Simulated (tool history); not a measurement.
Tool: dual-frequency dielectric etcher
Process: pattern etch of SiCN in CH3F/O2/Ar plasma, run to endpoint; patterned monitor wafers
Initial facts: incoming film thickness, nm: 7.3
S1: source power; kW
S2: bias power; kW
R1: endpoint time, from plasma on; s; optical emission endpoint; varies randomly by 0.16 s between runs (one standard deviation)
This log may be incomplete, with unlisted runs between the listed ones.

run,hour,S1,S2,R1
1,0.0,0.430,0.089,17.684
2,5.1,0.500,0.089,16.465
3,12.3,0.430,0.084,17.843
4,14.6,0.430,0.093,17.414
5,20.3,0.470,0.093,16.587
6,22.0,0.500,0.093,16.110

Run 7, settings as shown, results not yet in. Your forecast:
7,23.1,0.430,0.087,?

Run 7 measured R1 17.697 s.
